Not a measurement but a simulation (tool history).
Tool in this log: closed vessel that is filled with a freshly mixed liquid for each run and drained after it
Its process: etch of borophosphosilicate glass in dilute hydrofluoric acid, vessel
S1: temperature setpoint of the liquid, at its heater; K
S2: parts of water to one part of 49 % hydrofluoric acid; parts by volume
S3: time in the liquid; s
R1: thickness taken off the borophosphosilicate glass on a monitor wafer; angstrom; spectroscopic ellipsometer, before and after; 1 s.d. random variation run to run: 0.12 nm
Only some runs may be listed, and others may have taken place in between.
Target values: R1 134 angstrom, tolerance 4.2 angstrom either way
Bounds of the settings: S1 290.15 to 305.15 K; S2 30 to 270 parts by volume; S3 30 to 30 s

run,hour,S1,S2,S3,R1
1,0,297.15,150,30,51.105
2,2.9,299.65,150,30,57.044
3,7.4,301.65,125,30,75.905
4,14.9,299.65,125,30,68.836
5,23.1,301.65,105,30,93.654
6,27.9,298.65,105,30,82.344
# hour 35.3: hydrofluoric acid flow meter replaced
7,35.3,302.65,70,30,164.14
8,42.8,301.65,70,30,156.51
9,49.2,300.65,70,30,151.6

5 candidate next runs follow, results not yet known. Just one meets every target within its allowed miss. Identify it.
A,55.6,303.15,85,30,?
B,55.6,305.15,95,30,?
C,55.6,303.15,90,30,?
D,55.6,303.65,65,30,?
E,55.6,301.15,85,30,?

move,R1
A,135.1
B,128.38
C,126.68
D,185.5
E,125.13
A: hits every target within its allowed miss
B: carries the result that was furthest off beyond its target, to the other side
C: carries the result that was furthest off beyond its target, to the other side
D: its largest miss is bigger than the last run's
E: carries the result that was furthest off beyond its target, to the other side
The right move is A.
